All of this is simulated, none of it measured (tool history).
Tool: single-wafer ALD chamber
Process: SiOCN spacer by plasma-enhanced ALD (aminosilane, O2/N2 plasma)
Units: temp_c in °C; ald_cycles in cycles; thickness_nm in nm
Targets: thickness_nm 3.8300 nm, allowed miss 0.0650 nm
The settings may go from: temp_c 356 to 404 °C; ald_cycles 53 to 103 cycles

run	hour	temp_c	ald_cycles	thickness_nm
1	0.0	380	78	4.8033
2	4.8	374	78	4.8153
3	10.9	374	76	4.6971
4	12.5	374	71	4.3948
5	14.4	380	71	4.3996
6	22.2	372	71	4.3720
7	26.0	372	71	4.3961
8	34.1	372	70	4.3238
9	42.5	372	69	4.2884
# hour 43.2: thermocouple changed; heater temperature recalibrated
10	43.2	372	68	4.1986
11	46.7	372	67	4.1360

Which of these 5 next moves meets every target?
A	50.2	357	62	?
B	50.2	382	77	?
C	50.2	372	68	?
D	50.2	385	65	?
E	50.2	368	70	?

move	thickness_nm
A	3.8281
B	4.7543
C	4.1986
D	4.0134
E	4.3221
A: meets every target
B: further off than the last run
C: further off than the last run
D: nearer than the last run, and not there yet
E: further off than the last run
Move A is the one to make.
